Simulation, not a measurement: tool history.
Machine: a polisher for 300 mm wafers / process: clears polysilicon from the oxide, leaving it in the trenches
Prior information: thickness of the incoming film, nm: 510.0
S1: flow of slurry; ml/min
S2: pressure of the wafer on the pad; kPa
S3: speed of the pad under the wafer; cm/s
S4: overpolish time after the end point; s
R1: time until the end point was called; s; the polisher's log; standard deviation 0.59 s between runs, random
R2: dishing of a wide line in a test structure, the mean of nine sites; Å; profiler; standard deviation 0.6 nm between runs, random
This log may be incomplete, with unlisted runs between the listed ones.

run,hour,S1,S2,S3,S4,R1,R2
1,0,215,17.2,80,10,53.094,354.56
2,8.5,215,17.2,80,12,52.526,364.86
3,11.8,215,17.9,80,12,52.728,360.08
4,15.7,215,18.6,80,12,50.423,368.36
5,23.1,215,19.3,80,12,47.493,376.12
6,24.7,215,19.3,80,14,49.964,389.29
7,26.9,215,20,80,13,47.226,383.29
8,31.4,215,20.7,80,13,47.804,363.71
9,37.3,215,21.4,82,13,44.747,379.58
10,42.5,215,22.1,82,13,43.321,369.96
11,47.9,215,22.8,82,13,41.839,373.06
12,50.1,215,23.4,82,13,42.731,368.73

Forecast run 13:
13,51.2,215,24.8,88,13,?,?

{"run 13": {"R1": 39.11, "R2": 378.06}}
